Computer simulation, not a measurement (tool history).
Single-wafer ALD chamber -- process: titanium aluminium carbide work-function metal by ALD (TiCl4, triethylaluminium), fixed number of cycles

| run | hour | heater temperature setpoint (K) | triethylaluminium pulse time (s) | mean film thickness on the monitor wafer (nm) |
|---|---|---|---|---|
| 1 | 0 | 558.15 | 13.9 | 2.0091 |
| 2 | 0.8 | 562.15 | 14.24 | 2.0638 |
| 3 | 2.2 | 564.15 | 14.43 | 2.0933 |
| 4 | 5.3 | 564.15 | 17.87 | 2.1015 |
| 5 | 12.2 | 564.15 | 20.76 | 2.0906 |
| 6 | 17.1 | 559.15 | 20.76 | 2.0252 |

The next listed run, before its measurement:
| 7 | 17.9 | 562.15 | 20.75 | ? |

Run 7 came out at mean film thickness on the monitor wafer (nm) 2.0793.

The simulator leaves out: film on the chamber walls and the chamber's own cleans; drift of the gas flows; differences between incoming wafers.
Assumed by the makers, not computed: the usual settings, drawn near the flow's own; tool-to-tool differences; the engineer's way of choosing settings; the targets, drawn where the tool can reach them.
